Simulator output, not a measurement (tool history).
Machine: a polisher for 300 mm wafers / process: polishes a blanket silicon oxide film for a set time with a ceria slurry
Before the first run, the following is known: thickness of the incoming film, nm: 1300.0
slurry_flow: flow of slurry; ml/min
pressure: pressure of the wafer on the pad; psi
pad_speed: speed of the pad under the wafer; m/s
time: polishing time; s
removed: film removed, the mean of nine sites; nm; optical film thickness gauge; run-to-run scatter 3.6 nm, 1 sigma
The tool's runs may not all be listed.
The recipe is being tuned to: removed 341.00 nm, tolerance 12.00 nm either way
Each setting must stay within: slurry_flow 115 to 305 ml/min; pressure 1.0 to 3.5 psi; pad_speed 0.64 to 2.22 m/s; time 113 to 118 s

run 1 day=0.000 | slurry_flow=195 pressure=2.2 pad_speed=1.42 time=113 | removed=443.77
run 2 day=0.267 | slurry_flow=195 pressure=2.2 pad_speed=1.54 time=113 | removed=493.28
run 3 day=0.596 | slurry_flow=195 pressure=2.1 pad_speed=1.54 time=113 | removed=486.15
run 4 day=0.654 | slurry_flow=195 pressure=2.1 pad_speed=1.76 time=113 | removed=527.10
-- day=0.958 slurry nozzle cleaned
run 5 day=0.958 | slurry_flow=175 pressure=2.1 pad_speed=1.76 time=113 | removed=545.75
run 6 day=1.092 | slurry_flow=175 pressure=2.0 pad_speed=1.76 time=113 | removed=534.90
run 7 day=1.229 | slurry_flow=165 pressure=1.4 pad_speed=1.68 time=113 | removed=412.50
run 8 day=1.404 | slurry_flow=165 pressure=1.4 pad_speed=1.66 time=113 | removed=418.54
run 9 day=1.450 | slurry_flow=165 pressure=1.4 pad_speed=1.64 time=113 | removed=399.75
run 10 day=1.517 | slurry_flow=165 pressure=1.2 pad_speed=1.62 time=113 | removed=377.93

Pick the move, out of 5, that brings all results within their allowed miss; only one does.
run A day=1.583 | slurry_flow=160 pressure=1.2 pad_speed=1.74 time=118 | removed=?
run B day=1.583 | slurry_flow=130 pressure=1.8 pad_speed=1.56 time=118 | removed=?
run C day=1.583 | slurry_flow=170 pressure=1.2 pad_speed=1.48 time=113 | removed=?
run D day=1.583 | slurry_flow=190 pressure=1.4 pad_speed=1.50 time=117 | removed=?
run E day=1.583 | slurry_flow=180 pressure=1.3 pad_speed=1.70 time=117 | removed=?

move=A removed=408.89
move=B removed=430.83
move=C removed=338.21
move=D removed=388.44
move=E removed=419.82
A: further off than the last run
B: further off than the last run
C: meets every target
D: further off than the last run
E: further off than the last run
The right move is C.
